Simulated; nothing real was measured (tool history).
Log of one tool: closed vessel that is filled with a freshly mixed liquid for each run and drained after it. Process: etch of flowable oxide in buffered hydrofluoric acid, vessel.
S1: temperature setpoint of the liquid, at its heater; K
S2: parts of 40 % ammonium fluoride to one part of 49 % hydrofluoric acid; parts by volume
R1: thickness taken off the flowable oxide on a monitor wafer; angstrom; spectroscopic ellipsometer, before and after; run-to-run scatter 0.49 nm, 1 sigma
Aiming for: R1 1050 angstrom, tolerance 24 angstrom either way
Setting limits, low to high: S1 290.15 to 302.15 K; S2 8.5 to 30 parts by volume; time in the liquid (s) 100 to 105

{"run": 1, "hour": 0.0, "S1": 294.15, "S2": 23.5, "time in the liquid (s)": 100, "R1": 1385}
{"run": 2, "hour": 1.9, "S1": 294.15, "S2": 23.5, "time in the liquid (s)": 100, "R1": 1376.2}
{"run": 3, "hour": 7.4, "S1": 294.15, "S2": 29, "time in the liquid (s)": 100, "R1": 1196.5}
{"run": 4, "hour": 11.1, "S1": 293.65, "S2": 29, "time in the liquid (s)": 100, "R1": 1160.5}
{"run": 5, "hour": 19.7, "S1": 295.15, "S2": 29, "time in the liquid (s)": 100, "R1": 1253.2}
{"run": 6, "hour": 24.7, "S1": 294.65, "S2": 29, "time in the liquid (s)": 100, "R1": 1231.5}
{"run": 7, "hour": 32.5, "S1": 294.15, "S2": 29, "time in the liquid (s)": 100, "R1": 1179.6}
{"run": 8, "hour": 41.3, "S1": 293.65, "S2": 29, "time in the liquid (s)": 100, "R1": 1155.6}
{"run": 9, "hour": 48.8, "S1": 293.15, "S2": 29, "time in the liquid (s)": 100, "R1": 1127}
{"run": 10, "hour": 51.8, "S1": 292.65, "S2": 29, "time in the liquid (s)": 100, "R1": 1096.4}

4 next moves are on the table. One of them brings every result within its allowed miss. Which?
{"run": "A", "hour": 54.8, "S1": 290.15, "S2": 27, "time in the liquid (s)": 105, "R1": "?"}
{"run": "B", "hour": 54.8, "S1": 290.65, "S2": 27.5, "time in the liquid (s)": 100, "R1": "?"}
{"run": "C", "hour": 54.8, "S1": 290.65, "S2": 30, "time in the liquid (s)": 105, "R1": "?"}
{"run": "D", "hour": 54.8, "S1": 290.15, "S2": 29.5, "time in the liquid (s)": 105, "R1": "?"}

move=A R1=1047.6
move=B R1=1013.7
move=C R1=1002.1
move=D R1=985.18
A: all results in spec
B: carries the result that was furthest off beyond its target, to the other side
C: carries the result that was furthest off beyond its target, to the other side
D: carries the result that was furthest off beyond its target, to the other side
The right move is A.
